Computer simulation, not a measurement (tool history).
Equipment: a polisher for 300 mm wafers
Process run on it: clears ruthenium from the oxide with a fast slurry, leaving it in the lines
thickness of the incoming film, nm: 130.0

run	day	flow of slurry (ml/min)	pressure of the wafer on the pad (kPa)	speed of the pad under the wafer (cm/s)	abrasive content of the slurry	overpolish time after the end point (s)	time until the end point was called (s)	dishing of a wide line in a test structure (angstrom)
1	0.000	265	22.8	116	1.00	14	23.786	555.22
2	0.158	265	22.8	142	1.00	14	20.039	650.74
3	0.229	275	20.0	126	1.10	11	23.765	462.16
4	0.304	250	20.0	126	1.10	11	24.405	460.99
5	0.358	250	25.5	126	1.10	11	19.198	528.33
6	0.462	280	22.8	108	1.20	9	23.003	394.19
7	0.721	320	20.0	98	1.30	8	27.129	321.36

Predict the results of run 8:
8	0.942	345	18.6	92	1.35	7	?	?

Run 8 measured time until the end point was called (s) 29.352, dishing of a wide line in a test structure (angstrom) 259.98.
